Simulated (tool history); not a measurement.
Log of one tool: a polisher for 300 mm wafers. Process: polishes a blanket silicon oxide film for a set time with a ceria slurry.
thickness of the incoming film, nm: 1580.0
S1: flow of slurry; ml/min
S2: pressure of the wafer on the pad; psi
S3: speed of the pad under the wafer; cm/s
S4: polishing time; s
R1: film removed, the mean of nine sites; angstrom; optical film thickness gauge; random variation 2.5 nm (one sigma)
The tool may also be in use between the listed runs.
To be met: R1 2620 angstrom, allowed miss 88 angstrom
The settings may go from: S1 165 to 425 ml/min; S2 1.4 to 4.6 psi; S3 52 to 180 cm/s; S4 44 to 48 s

{"run": 1, "hour": 0.0, "S1": 275, "S2": 3, "S3": 116, "S4": 48, "R1": 2413.8}
{"run": 2, "hour": 4.0, "S1": 275, "S2": 3.1, "S3": 116, "S4": 48, "R1": 2531.4}
{"run": 3, "hour": 4.6, "S1": 340, "S2": 3.1, "S3": 116, "S4": 48, "R1": 2534}
{"run": 4, "hour": 6.8, "S1": 340, "S2": 3.1, "S3": 94, "S4": 48, "R1": 2034.4}
{"run": 5, "hour": 10.4, "S1": 340, "S2": 3.1, "S3": 94, "S4": 44, "R1": 1873.3}
{"run": 6, "hour": 19.2, "S1": 340, "S2": 3.3, "S3": 94, "S4": 44, "R1": 1973.5}
{"run": 7, "hour": 22.5, "S1": 340, "S2": 3.6, "S3": 94, "S4": 44, "R1": 2144.9}
{"run": 8, "hour": 25.9, "S1": 340, "S2": 3.8, "S3": 94, "S4": 44, "R1": 2261.5}
{"run": 9, "hour": 31.0, "S1": 340, "S2": 3.9, "S3": 94, "S4": 44, "R1": 2258.5}
{"hour": 36.7, "done": "head pressure recalibrated"}
{"run": 10, "hour": 36.7, "S1": 340, "S2": 4.5, "S3": 96, "S4": 44, "R1": 2370.8}
{"run": 11, "hour": 45.4, "S1": 340, "S2": 4.5, "S3": 98, "S4": 44, "R1": 2441.1}

Which of these 4 next moves meets every target?
{"run": "A", "hour": 54.1, "S1": 345, "S2": 4.3, "S3": 86, "S4": 44, "R1": "?"}
{"run": "B", "hour": 54.1, "S1": 420, "S2": 4.2, "S3": 92, "S4": 48, "R1": "?"}
{"run": "C", "hour": 54.1, "S1": 295, "S2": 3.4, "S3": 110, "S4": 44, "R1": "?"}
{"run": "D", "hour": 54.1, "S1": 375, "S2": 4.3, "S3": 98, "S4": 48, "R1": "?"}

move=A R1=2073.6
move=B R1=2401.6
move=C R1=2139.8
move=D R1=2582
A: further off than the last run
B: further off than the last run
C: further off than the last run
D: meets every target
Answer: D
